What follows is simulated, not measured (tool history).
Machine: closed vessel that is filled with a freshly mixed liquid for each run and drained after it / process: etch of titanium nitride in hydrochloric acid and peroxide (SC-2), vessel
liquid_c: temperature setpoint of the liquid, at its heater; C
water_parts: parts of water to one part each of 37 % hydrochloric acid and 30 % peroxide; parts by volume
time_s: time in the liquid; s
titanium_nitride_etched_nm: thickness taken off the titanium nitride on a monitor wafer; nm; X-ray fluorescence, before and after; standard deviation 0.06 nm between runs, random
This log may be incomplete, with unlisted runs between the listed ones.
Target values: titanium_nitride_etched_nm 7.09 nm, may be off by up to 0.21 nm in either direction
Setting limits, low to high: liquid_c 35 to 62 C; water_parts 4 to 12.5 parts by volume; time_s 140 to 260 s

| run | hour | liquid_c | water_parts | time_s | titanium_nitride_etched_nm |
|---|---|---|---|---|---|
| 1 | 0 | 46 | 7 | 260 | 4.6902 |
| 2 | 2.6 | 46 | 7 | 260 | 4.6797 |
| 3 | 6.2 | 46 | 7 | 140 | 2.5104 |
| 4 | 12.1 | 46 | 6 | 140 | 2.8911 |
| 5 | 16.3 | 42 | 6 | 140 | 2.1466 |
| 6 | 23.8 | 45.5 | 6 | 140 | 2.7573 |
| 7 | 25.7 | 49 | 6 | 140 | 3.4452 |
| 8 | 32.1 | 49 | 6 | 140 | 3.497 |
| 9 | 37.2 | 57 | 6 | 140 | 5.9057 |
|  | 42.3 | chemicals flow meter replaced |
| 10 | 42.3 | 58 | 6 | 140 | 6.8272 |

4 next moves are on the table. One of them brings every result within its allowed miss. Which?
| A | 47.4 | 53.5 | 8 | 260 | ? |
| B | 47.4 | 61 | 6.5 | 140 | ? |
| C | 47.4 | 61.5 | 7 | 140 | ? |
| D | 47.4 | 52.5 | 7.5 | 245 | ? |

| move | titanium_nitride_etched_nm |
|---|---|
| A | 7.7468 |
| B | 7.9184 |
| C | 7.715 |
| D | 7.1972 |
A: takes the biggest miss from the last run beyond its target
B: takes the biggest miss from the last run beyond its target
C: takes the biggest miss from the last run beyond its target
D: each result inside its tolerance
The move that meets every target is D.

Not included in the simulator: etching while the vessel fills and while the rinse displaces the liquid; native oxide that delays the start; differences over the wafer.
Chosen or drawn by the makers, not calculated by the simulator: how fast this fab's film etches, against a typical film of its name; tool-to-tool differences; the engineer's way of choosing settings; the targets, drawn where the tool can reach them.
